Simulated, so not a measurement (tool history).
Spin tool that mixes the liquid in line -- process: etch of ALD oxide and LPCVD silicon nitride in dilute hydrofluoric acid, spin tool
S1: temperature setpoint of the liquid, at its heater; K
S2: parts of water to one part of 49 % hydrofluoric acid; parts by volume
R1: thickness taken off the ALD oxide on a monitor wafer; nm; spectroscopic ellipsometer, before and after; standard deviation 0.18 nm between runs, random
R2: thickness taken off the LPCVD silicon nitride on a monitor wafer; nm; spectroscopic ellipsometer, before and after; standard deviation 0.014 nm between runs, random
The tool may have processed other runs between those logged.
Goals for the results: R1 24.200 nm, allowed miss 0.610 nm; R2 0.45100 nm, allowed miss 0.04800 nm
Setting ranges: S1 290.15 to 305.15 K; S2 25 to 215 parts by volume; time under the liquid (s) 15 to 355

{"run": 1, "day": 0.0, "S1": 297.15, "S2": 120, "time under the liquid (s)": 180, "R1": 52.558, "R2": 0.86068}
{"run": 2, "day": 0.254, "S1": 297.15, "S2": 120, "time under the liquid (s)": 225, "R1": 65.165, "R2": 1.0387}
{"run": 3, "day": 0.462, "S1": 298.65, "S2": 120, "time under the liquid (s)": 225, "R1": 69.001, "R2": 1.1737}
{"run": 4, "day": 0.525, "S1": 298.15, "S2": 140, "time under the liquid (s)": 225, "R1": 57.504, "R2": 0.99092}
{"run": 5, "day": 0.65, "S1": 298.15, "S2": 140, "time under the liquid (s)": 195, "R1": 48.928, "R2": 0.81837}
{"run": 6, "day": 0.892, "S1": 298.15, "S2": 140, "time under the liquid (s)": 160, "R1": 40.419, "R2": 0.67779}
{"run": 7, "day": 1.208, "S1": 297.65, "S2": 150, "time under the liquid (s)": 160, "R1": 36.4, "R2": 0.6063}
{"run": 8, "day": 1.379, "S1": 297.65, "S2": 160, "time under the liquid (s)": 160, "R1": 34.164, "R2": 0.58175}
{"run": 9, "day": 1.679, "S1": 297.65, "S2": 170, "time under the liquid (s)": 160, "R1": 31.636, "R2": 0.57088}
{"run": 10, "day": 1.9, "S1": 294.15, "S2": 200, "time under the liquid (s)": 175, "R1": 24.881, "R2": 0.42049}

Below are 4 possible settings for the next run. Only one of them brings all results inside the allowed miss of their targets. Which is it?
{"run": "A", "day": 2.121, "S1": 298.15, "S2": 215, "time under the liquid (s)": 160, "R1": "?", "R2": "?"}
{"run": "B", "day": 2.121, "S1": 291.15, "S2": 180, "time under the liquid (s)": 170, "R1": "?", "R2": "?"}
{"run": "C", "day": 2.121, "S1": 290.15, "S2": 130, "time under the liquid (s)": 130, "R1": "?", "R2": "?"}
{"run": "D", "day": 2.121, "S1": 290.15, "S2": 140, "time under the liquid (s)": 130, "R1": "?", "R2": "?"}

move=A R1=23.999 R2=0.43955
move=B R1=24.183 R2=0.35309
move=C R1=25.814 R2=0.34524
move=D R1=23.734 R2=0.32142
A: all results in spec
B: puts the biggest miss on target and leaves a different result outside tolerance
C: further off than the last run
D: puts the biggest miss on target and leaves a different result outside tolerance
Go with A: it meets all targets.

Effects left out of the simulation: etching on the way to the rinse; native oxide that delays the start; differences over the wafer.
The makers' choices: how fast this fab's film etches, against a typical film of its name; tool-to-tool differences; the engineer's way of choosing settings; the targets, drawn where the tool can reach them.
